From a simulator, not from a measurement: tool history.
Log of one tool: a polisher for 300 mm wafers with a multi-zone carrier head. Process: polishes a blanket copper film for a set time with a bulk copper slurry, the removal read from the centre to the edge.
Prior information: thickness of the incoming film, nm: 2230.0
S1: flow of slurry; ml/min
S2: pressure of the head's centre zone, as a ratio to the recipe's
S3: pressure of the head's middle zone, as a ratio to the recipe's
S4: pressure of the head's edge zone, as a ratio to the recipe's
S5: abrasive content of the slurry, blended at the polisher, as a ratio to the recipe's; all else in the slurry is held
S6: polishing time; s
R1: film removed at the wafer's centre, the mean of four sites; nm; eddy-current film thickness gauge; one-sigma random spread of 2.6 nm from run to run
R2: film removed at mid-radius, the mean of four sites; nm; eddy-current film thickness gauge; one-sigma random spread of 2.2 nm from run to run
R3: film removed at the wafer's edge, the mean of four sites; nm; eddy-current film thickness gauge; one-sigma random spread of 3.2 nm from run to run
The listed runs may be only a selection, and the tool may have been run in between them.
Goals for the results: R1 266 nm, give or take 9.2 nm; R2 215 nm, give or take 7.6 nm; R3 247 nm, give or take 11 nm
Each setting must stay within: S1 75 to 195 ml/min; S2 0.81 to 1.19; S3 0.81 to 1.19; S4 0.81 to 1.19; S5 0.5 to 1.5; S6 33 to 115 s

run,hour,S1,S2,S3,S4,S5,S6,R1,R2,R3
1,0,125,1,1,1,1,73,413.13,399.29,409.85
2,8.7,115,1.01,0.95,0.97,0.85,66,358.2,333.37,350.43
3,16.6,115,1.01,0.95,0.97,0.7,66,349.12,316.06,337.68
4,21.8,115,1.01,0.95,0.89,0.7,66,338.1,323.3,332.03
5,23.1,110,1.02,0.92,0.89,0.65,61,310.75,278.17,295.18
6,29.8,90,1.02,0.92,0.89,0.65,61,306.54,275.16,292.73
7,32.9,90,1.02,0.89,0.88,0.6,59,291.84,258.27,265.89
8,40,90,1.01,0.87,0.96,0.55,57,273.45,235.86,273.05
9,47.2,90,1.02,0.86,0.94,0.55,56,269.81,232.74,263.16
10,50.6,85,1.03,0.85,0.93,0.55,56,269.99,225.37,259.22

Consider the 4 candidate settings below. Which is the only one whose results all fall within their allowed miss of target?
A,54,75,0.93,0.81,1.08,0.5,58,?,?,?
B,54,75,1.15,0.81,1.07,0.5,51,?,?,?
C,54,75,1.08,0.81,0.94,0.55,53,?,?,?
D,54,75,1.02,0.81,0.83,0.5,58,?,?,?

move,R1,R2,R3
A,238.99,216.65,278.15
B,260.27,190.28,243.45
C,258.86,201.72,242.26
D,262.31,216.62,245.73
A: the furthest-off result lands on target, but another misses its tolerance
B: the result that was furthest off in the last run now lies on the other side of its target
C: the result that was furthest off in the last run now lies on the other side of its target
D: every result within its allowed miss
So the answer is move D, the one that meets all the targets.
